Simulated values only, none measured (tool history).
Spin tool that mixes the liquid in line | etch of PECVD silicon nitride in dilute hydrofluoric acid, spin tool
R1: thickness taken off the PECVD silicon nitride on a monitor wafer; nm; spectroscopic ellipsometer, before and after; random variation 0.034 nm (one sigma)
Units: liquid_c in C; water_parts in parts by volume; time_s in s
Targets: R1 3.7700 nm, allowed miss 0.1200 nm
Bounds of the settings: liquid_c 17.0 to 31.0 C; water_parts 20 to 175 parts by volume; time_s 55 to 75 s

Run 1, hour 0.0: liquid_c 23.0 C, water_parts 95 parts by volume, time_s 75 s. Result: R1 2.5406 nm.
Run 2, hour 6.3: liquid_c 24.5 C, water_parts 95 parts by volume, time_s 75 s. Result: R1 2.7638 nm.
Run 3, hour 13.2: liquid_c 21.5 C, water_parts 95 parts by volume, time_s 75 s. Result: R1 2.2917 nm.
Run 4, hour 17.1: liquid_c 21.5 C, water_parts 95 parts by volume, time_s 55 s. Result: R1 1.6495 nm.
Run 5, hour 23.2: liquid_c 21.5 C, water_parts 75 parts by volume, time_s 55 s. Result: R1 2.1121 nm.
Run 6, hour 28.6: liquid_c 24.5 C, water_parts 75 parts by volume, time_s 55 s. Result: R1 2.5345 nm.
Run 7, hour 29.4: liquid_c 26.0 C, water_parts 75 parts by volume, time_s 55 s. Result: R1 2.8210 nm.
At hour 36.4: hydrofluoric acid flow meter replaced.
Run 8, hour 36.4: liquid_c 27.0 C, water_parts 75 parts by volume, time_s 55 s. Result: R1 3.3558 nm.
Run 9, hour 39.1: liquid_c 27.5 C, water_parts 75 parts by volume, time_s 55 s. Result: R1 3.4017 nm.
Run 10, hour 42.8: liquid_c 28.0 C, water_parts 75 parts by volume, time_s 55 s. Result: R1 3.5654 nm.

5 next moves are on the table. One of them brings every result within its allowed miss. Which?
Run A, hour 46.5: liquid_c 27.5 C, water_parts 95 parts by volume, time_s 70 s. Result: R1 ?.
Run B, hour 46.5: liquid_c 27.0 C, water_parts 80 parts by volume, time_s 60 s. Result: R1 ?.
Run C, hour 46.5: liquid_c 30.0 C, water_parts 95 parts by volume, time_s 60 s. Result: R1 ?.
Run D, hour 46.5: liquid_c 28.0 C, water_parts 110 parts by volume, time_s 75 s. Result: R1 ?.
Run E, hour 46.5: liquid_c 29.5 C, water_parts 85 parts by volume, time_s 60 s. Result: R1 ?.

move      R1
   A  3.4676
   B  3.4144
   C  3.4841
   D  3.3133
   E  3.7740
A: further off than the last run
B: further off than the last run
C: further off than the last run
D: further off than the last run
E: meets every target
The right move is E.

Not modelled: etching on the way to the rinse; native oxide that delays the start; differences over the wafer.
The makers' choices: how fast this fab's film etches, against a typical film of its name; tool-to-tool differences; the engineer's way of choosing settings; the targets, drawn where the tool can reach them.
